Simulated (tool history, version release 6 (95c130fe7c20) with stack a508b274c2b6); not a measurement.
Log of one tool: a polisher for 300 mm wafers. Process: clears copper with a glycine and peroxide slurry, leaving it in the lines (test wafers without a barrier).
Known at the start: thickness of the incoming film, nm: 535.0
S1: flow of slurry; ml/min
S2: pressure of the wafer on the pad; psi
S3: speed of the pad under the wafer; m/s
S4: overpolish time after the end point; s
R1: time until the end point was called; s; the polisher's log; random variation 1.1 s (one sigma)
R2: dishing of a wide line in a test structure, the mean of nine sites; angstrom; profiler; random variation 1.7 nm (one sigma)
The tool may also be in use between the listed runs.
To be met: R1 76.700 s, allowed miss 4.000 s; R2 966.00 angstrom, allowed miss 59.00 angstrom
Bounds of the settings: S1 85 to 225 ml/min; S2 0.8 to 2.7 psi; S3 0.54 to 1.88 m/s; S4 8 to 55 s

Run 1, day 0.000: S1 145 ml/min, S2 1.7 psi, S3 1.20 m/s, S4 28 s. Result: R1 106.930 s, R2 655.36 angstrom.
Run 2, day 0.354: S1 145 ml/min, S2 2.1 psi, S3 1.20 m/s, S4 28 s. Result: R1 92.993 s, R2 715.59 angstrom.
Run 3, day 0.462: S1 125 ml/min, S2 2.1 psi, S3 1.20 m/s, S4 28 s. Result: R1 94.967 s, R2 681.43 angstrom.
Run 4, day 0.804: S1 135 ml/min, S2 2.2 psi, S3 1.20 m/s, S4 30 s. Result: R1 92.247 s, R2 756.65 angstrom.
Run 5, day 1.133: S1 100 ml/min, S2 2.2 psi, S3 1.20 m/s, S4 30 s. Result: R1 96.930 s, R2 739.51 angstrom.
Run 6, day 1.217: S1 100 ml/min, S2 2.2 psi, S3 0.98 m/s, S4 30 s. Result: R1 106.540 s, R2 688.79 angstrom.
Run 7, day 1.396: S1 105 ml/min, S2 2.3 psi, S3 1.04 m/s, S4 31 s. Result: R1 100.130 s, R2 722.31 angstrom.
Run 8, day 1.625: S1 110 ml/min, S2 2.4 psi, S3 1.10 m/s, S4 32 s. Result: R1 94.668 s, R2 766.09 angstrom.
Run 9, day 1.742: S1 115 ml/min, S2 2.5 psi, S3 1.16 m/s, S4 33 s. Result: R1 84.346 s, R2 812.84 angstrom.
Run 10, day 1.825: S1 115 ml/min, S2 2.5 psi, S3 1.16 m/s, S4 35 s. Result: R1 86.483 s, R2 828.23 angstrom.
Run 11, day 2.162: S1 120 ml/min, S2 2.6 psi, S3 1.18 m/s, S4 36 s. Result: R1 84.014 s, R2 843.06 angstrom.
Run 12, day 2.417: S1 120 ml/min, S2 2.6 psi, S3 1.22 m/s, S4 37 s. Result: R1 81.190 s, R2 874.68 angstrom.

4 next moves are on the table. One of them brings every result within its allowed miss. Which?
Run A, day 2.671: S1 115 ml/min, S2 2.6 psi, S3 1.18 m/s, S4 27 s. Result: R1 ?, R2 ?.
Run B, day 2.671: S1 120 ml/min, S2 2.5 psi, S3 1.16 m/s, S4 45 s. Result: R1 ?, R2 ?.
Run C, day 2.671: S1 110 ml/min, S2 2.7 psi, S3 1.34 m/s, S4 47 s. Result: R1 ?, R2 ?.
Run D, day 2.671: S1 155 ml/min, S2 2.7 psi, S3 1.40 m/s, S4 21 s. Result: R1 ?, R2 ?.

move      R1      R2
   A  85.191  731.90
   B  88.166  901.57
   C  76.119  943.93
   D  70.921  699.09
A: further off than the last run
B: further off than the last run
C: meets every target
D: further off than the last run
Move C is the one to make.
